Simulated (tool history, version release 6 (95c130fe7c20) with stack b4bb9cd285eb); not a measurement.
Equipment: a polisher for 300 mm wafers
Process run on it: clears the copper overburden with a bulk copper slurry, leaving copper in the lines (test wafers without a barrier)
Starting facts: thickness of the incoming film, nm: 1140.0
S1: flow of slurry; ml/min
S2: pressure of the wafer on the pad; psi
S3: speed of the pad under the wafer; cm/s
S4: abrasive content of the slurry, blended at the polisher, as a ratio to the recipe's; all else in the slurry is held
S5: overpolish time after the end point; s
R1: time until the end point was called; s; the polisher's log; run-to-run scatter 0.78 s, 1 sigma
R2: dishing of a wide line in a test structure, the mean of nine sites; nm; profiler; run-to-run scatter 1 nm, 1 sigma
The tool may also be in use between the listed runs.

run,hour,S1,S2,S3,S4,S5,R1,R2
1,0,295,2.7,142,1,26,110.83,85.679
2,2,295,2.7,106,1,26,138.41,82.288
3,4.1,295,2.8,114,1,24,128.67,81.795
4,5.4,295,2.9,120,1,22,120.61,81.267
5,7.6,295,2.9,120,1.2,22,110.31,82.46
6,11.6,295,2.9,120,1.2,31,110.91,90.702
7,15.3,295,3,122,1.2,29,108.06,90.894

Predict the results of run 8:
8,18.7,320,3,162,1.35,16,?,?

R1: 79.135 s
R2: 82.061 nm
